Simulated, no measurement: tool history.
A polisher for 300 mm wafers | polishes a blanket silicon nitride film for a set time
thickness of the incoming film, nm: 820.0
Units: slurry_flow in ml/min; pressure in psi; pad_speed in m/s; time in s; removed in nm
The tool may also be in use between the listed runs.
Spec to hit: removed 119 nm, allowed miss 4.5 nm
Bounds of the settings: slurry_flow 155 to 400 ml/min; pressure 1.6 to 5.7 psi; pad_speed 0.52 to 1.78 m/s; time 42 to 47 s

run	hour	slurry_flow	pressure	pad_speed	time	removed
1	0	255	3.6	1.14	47	69.562
2	5.5	255	3.6	1.14	47	69.533
3	9	255	3.6	1.14	47	67.981
4	13.6	255	3.9	1.14	47	75.614
5	16.3	255	4.7	1.14	47	89.979
6	22.8	295	4.7	1.14	47	91.127
7	25.4	295	4.9	1.14	47	94.91
8	31.8	295	5	1.14	47	95.28
9	40.2	295	5.1	1.16	47	101.28
10	44.9	295	5.2	1.16	47	103.2
11	45.9	295	5.7	1.18	47	113.9

Next run, 5 choices. One meets every target within its allowed miss, the rest don't. Which?
A	46.9	310	5.4	1.16	46	?
B	46.9	290	5.7	1.32	45	?
C	46.9	280	5.4	1.28	43	?
D	46.9	335	4.8	1.3	47	?
E	46.9	265	5.4	1.24	46	?

move	removed
A	107.14
B	121.88
C	107.45
D	107.51
E	111.52
A: moves away from the targets compared with the last run
B: in spec on every target
C: moves away from the targets compared with the last run
D: moves away from the targets compared with the last run
E: moves away from the targets compared with the last run
Go with B: it meets all targets.

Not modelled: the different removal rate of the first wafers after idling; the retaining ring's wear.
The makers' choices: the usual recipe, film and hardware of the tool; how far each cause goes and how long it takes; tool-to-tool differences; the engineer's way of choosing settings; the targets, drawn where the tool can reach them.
